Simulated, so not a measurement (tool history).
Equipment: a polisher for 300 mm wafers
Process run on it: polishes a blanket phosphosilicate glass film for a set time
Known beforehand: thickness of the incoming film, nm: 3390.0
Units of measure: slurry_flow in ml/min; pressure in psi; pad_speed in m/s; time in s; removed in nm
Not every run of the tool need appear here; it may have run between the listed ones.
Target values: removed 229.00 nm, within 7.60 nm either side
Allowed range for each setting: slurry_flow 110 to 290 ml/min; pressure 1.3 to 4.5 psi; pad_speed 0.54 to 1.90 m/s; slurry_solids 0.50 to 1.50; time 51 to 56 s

Run 1, hour 0.0: slurry_flow 185 ml/min, pressure 2.9 psi, pad_speed 1.22 m/s, slurry_solids 1.00, time 56 s. Result: removed 380.06 nm.
Run 2, hour 4.2: slurry_flow 185 ml/min, pressure 2.9 psi, pad_speed 1.46 m/s, slurry_solids 1.00, time 56 s. Result: removed 437.64 nm.
Run 3, hour 7.8: slurry_flow 185 ml/min, pressure 2.9 psi, pad_speed 1.46 m/s, slurry_solids 1.00, time 51 s. Result: removed 401.75 nm.
Run 4, hour 8.6: slurry_flow 185 ml/min, pressure 2.3 psi, pad_speed 1.46 m/s, slurry_solids 1.00, time 51 s. Result: removed 318.80 nm.
Run 5, hour 9.6: slurry_flow 185 ml/min, pressure 2.2 psi, pad_speed 1.46 m/s, slurry_solids 1.00, time 51 s. Result: removed 300.25 nm.
Run 6, hour 14.2: slurry_flow 215 ml/min, pressure 2.2 psi, pad_speed 1.46 m/s, slurry_solids 1.00, time 51 s. Result: removed 313.51 nm.
Run 7, hour 19.5: slurry_flow 210 ml/min, pressure 2.1 psi, pad_speed 1.46 m/s, slurry_solids 1.00, time 51 s. Result: removed 293.86 nm.
Run 8, hour 24.1: slurry_flow 210 ml/min, pressure 2.0 psi, pad_speed 1.46 m/s, slurry_solids 1.00, time 51 s. Result: removed 289.83 nm.
Run 9, hour 25.8: slurry_flow 205 ml/min, pressure 1.9 psi, pad_speed 1.46 m/s, slurry_solids 1.00, time 51 s. Result: removed 266.67 nm.
Run 10, hour 34.5: slurry_flow 200 ml/min, pressure 1.9 psi, pad_speed 1.46 m/s, slurry_solids 1.00, time 51 s. Result: removed 262.92 nm.
Run 11, hour 36.2: slurry_flow 195 ml/min, pressure 1.9 psi, pad_speed 1.46 m/s, slurry_solids 1.00, time 51 s. Result: removed 268.58 nm.
Run 12, hour 44.9: slurry_flow 185 ml/min, pressure 1.7 psi, pad_speed 1.46 m/s, slurry_solids 1.00, time 51 s. Result: removed 243.64 nm.

Consider the 4 candidate settings below. Which is the only one whose results all fall within their allowed miss of target?
Run A, hour 53.6: slurry_flow 195 ml/min, pressure 1.8 psi, pad_speed 1.54 m/s, slurry_solids 0.95, time 51 s. Result: removed ?.
Run B, hour 53.6: slurry_flow 200 ml/min, pressure 1.8 psi, pad_speed 1.18 m/s, slurry_solids 0.95, time 55 s. Result: removed ?.
Run C, hour 53.6: slurry_flow 135 ml/min, pressure 2.1 psi, pad_speed 1.28 m/s, slurry_solids 1.10, time 56 s. Result: removed ?.
Run D, hour 53.6: slurry_flow 145 ml/min, pressure 1.8 psi, pad_speed 1.42 m/s, slurry_solids 1.05, time 54 s. Result: removed ?.

move  removed
   A   260.07
   B   227.50
   C   283.22
   D   255.23
A: misses by more than the last run did
B: hits every target within its allowed miss
C: misses by more than the last run did
D: misses by more than the last run did
B is the move that brings every result within its allowed miss.
